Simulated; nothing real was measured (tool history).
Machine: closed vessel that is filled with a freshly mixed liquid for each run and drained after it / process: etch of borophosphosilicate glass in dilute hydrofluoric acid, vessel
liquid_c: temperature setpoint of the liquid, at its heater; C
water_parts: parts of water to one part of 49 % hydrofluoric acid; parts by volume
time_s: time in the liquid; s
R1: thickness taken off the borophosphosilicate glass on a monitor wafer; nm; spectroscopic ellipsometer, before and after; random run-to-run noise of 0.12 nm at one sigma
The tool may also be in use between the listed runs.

run 1 hour=0.0 | liquid_c=25.0 water_parts=215 time_s=85 | R1=11.3280
run 2 hour=1.7 | liquid_c=22.5 water_parts=215 time_s=85 | R1=10.2310
run 3 hour=2.9 | liquid_c=21.0 water_parts=215 time_s=85 | R1=9.8148
run 4 hour=11.8 | liquid_c=21.0 water_parts=285 time_s=85 | R1=6.9220
run 5 hour=16.7 | liquid_c=21.0 water_parts=285 time_s=85 | R1=6.9427
run 6 hour=22.3 | liquid_c=21.0 water_parts=285 time_s=85 | R1=6.8757
run 7 hour=29.1 | liquid_c=23.5 water_parts=265 time_s=85 | R1=8.2366
run 8 hour=32.1 | liquid_c=25.5 water_parts=250 time_s=85 | R1=9.5367
run 9 hour=33.2 | liquid_c=25.5 water_parts=250 time_s=85 | R1=9.5170

Estimate the outcome of run 10 from the log above:
run 10 hour=36.5 | liquid_c=27.0 water_parts=240 time_s=85 | R1=?

{"run 10": {"R1": 10.735}}
